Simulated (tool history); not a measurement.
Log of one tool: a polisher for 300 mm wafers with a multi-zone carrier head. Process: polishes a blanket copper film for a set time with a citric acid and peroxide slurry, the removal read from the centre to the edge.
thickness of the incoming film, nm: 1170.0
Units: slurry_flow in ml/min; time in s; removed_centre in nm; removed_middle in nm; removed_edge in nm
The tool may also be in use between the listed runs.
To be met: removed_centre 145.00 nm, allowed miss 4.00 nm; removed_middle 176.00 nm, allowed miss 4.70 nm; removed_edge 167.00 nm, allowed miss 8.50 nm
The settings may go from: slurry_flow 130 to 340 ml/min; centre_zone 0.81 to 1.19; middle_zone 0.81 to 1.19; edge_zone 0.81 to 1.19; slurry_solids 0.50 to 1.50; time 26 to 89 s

run,hour,slurry_flow,centre_zone,middle_zone,edge_zone,slurry_solids,time,removed_centre,removed_middle,removed_edge
1,0.0,220,1.00,1.00,1.00,1.00,57,204.36,201.97,202.37
2,3.2,220,1.00,1.00,1.00,0.90,57,204.14,198.68,201.69
3,5.8,215,0.98,1.01,0.99,0.85,56,193.25,195.95,192.32
4,8.0,210,0.96,1.01,0.99,0.80,56,186.60,194.18,197.48
5,16.5,210,0.96,1.01,0.91,0.80,56,189.02,192.51,182.45
6,19.3,210,0.91,1.01,0.91,0.80,56,179.65,193.66,181.97
7,28.1,205,0.90,1.01,0.91,0.75,56,172.62,191.98,183.67
8,31.0,200,0.89,1.01,0.90,0.75,56,172.72,191.39,179.52
9,39.2,195,0.88,1.01,0.90,0.70,56,167.61,188.82,176.66
10,45.3,190,0.87,1.01,0.90,0.70,56,166.66,184.93,179.61
11,52.3,190,0.86,1.01,0.90,0.70,56,164.87,183.82,177.35
12,53.4,145,0.81,1.05,0.93,0.50,55,135.65,174.54,160.50
13,57.3,150,0.81,1.05,0.93,0.50,55,138.91,172.59,163.71

Which of these 4 next moves meets every target?
A,61.2,160,0.91,1.03,0.89,0.60,53,?,?,?
B,61.2,155,0.82,1.03,0.91,0.50,56,?,?,?
C,61.2,130,0.81,1.16,0.93,0.55,54,?,?,?
D,61.2,165,0.89,1.01,0.93,0.55,54,?,?,?

move,removed_centre,removed_middle,removed_edge
A,153.45,172.06,159.88
B,143.82,176.39,165.77
C,132.35,182.17,158.12
D,152.72,171.59,165.00
A: takes the result that was furthest off past its target
B: meets every target
C: further off than the last run
D: takes the result that was furthest off past its target
The right move is B.
